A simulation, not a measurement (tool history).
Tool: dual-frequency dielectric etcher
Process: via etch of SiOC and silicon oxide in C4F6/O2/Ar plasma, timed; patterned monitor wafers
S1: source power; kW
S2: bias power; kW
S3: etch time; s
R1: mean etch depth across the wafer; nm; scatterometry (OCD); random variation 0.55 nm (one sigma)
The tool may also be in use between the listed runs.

{"run": 1, "hour": 0.0, "S1": 0.44, "S2": 0.223, "S3": 120.5, "R1": 165.96}
{"run": 2, "hour": 0.8, "S1": 0.39, "S2": 0.223, "S3": 120.5, "R1": 160.57}
{"run": 3, "hour": 7.9, "S1": 0.44, "S2": 0.223, "S3": 120.5, "R1": 166.2}
{"run": 4, "hour": 15.2, "S1": 0.44, "S2": 0.189, "S3": 120.5, "R1": 160.2}
{"run": 5, "hour": 22.4, "S1": 0.44, "S2": 0.224, "S3": 120.5, "R1": 165.65}
{"run": 6, "hour": 24.0, "S1": 0.46, "S2": 0.226, "S3": 120.5, "R1": 169.2}

Estimate the outcome of run 7 from the log above:
{"run": 7, "hour": 32.9, "S1": 0.48, "S2": 0.227, "S3": 120.5, "R1": "?"}

{"run 7": {"R1": 171.38}}

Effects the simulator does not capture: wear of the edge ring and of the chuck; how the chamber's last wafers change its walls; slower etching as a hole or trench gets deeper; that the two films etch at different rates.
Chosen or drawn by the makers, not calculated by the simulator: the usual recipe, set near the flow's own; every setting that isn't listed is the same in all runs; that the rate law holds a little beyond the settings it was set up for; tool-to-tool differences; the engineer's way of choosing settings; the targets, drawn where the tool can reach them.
